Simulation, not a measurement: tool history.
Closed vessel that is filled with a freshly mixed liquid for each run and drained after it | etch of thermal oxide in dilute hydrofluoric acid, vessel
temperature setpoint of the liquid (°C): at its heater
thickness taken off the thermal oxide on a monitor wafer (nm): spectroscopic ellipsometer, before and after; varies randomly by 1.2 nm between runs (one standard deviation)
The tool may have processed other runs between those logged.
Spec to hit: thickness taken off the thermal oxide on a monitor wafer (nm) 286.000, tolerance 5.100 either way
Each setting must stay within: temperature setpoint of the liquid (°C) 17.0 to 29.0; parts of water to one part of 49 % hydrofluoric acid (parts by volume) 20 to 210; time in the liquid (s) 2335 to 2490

run  hour  temperature setpoint of the liquid (°C)  parts of water to one part of 49 % hydrofluoric acid (parts by volume)  time in the liquid (s)  thickness taken off the thermal oxide on a monitor wafer (nm)
  1   0.0                                     21.0                                                                     115                    2335                                                         88.758
  2   6.0                                     23.5                                                                     115                    2335                                                         98.743
  3  12.2                                     23.5                                                                     115                    2490                                                        104.440
  4  15.5                                     23.5                                                                     130                    2490                                                         91.207
  5  24.6                                     27.0                                                                     130                    2490                                                        104.830
  6  26.3                                     27.5                                                                     110                    2490                                                        128.850
     30.3  -- hydrofluoric acid flow meter replaced
  7  30.3                                     29.0                                                                      60                    2490                                                        246.170
  8  36.9                                     29.0                                                                      60                    2490                                                        247.960
  9  39.3                                     29.0                                                                      55                    2490                                                        272.570
 10  48.4                                     29.0                                                                      50                    2490                                                        300.460
 11  56.9                                     28.5                                                                      50                    2490                                                        296.400

Which of these 4 next moves meets every target?
  A  65.4                                     26.5                                                                      50                    2490                                                              ?
  B  65.4                                     29.0                                                                      50                    2380                                                              ?
  C  65.4                                     27.5                                                                      45                    2400                                                              ?
  D  65.4                                     29.0                                                                      50                    2490                                                              ?

move  thickness taken off the thermal oxide on a monitor wafer (nm)
   A                                                        271.460
   B                                                        286.720
   C                                                        304.850
   D                                                        299.980
A: takes the biggest miss from the last run beyond its target
B: in spec on every target
C: moves away from the targets compared with the last run
D: moves away from the targets compared with the last run
B meets every target.
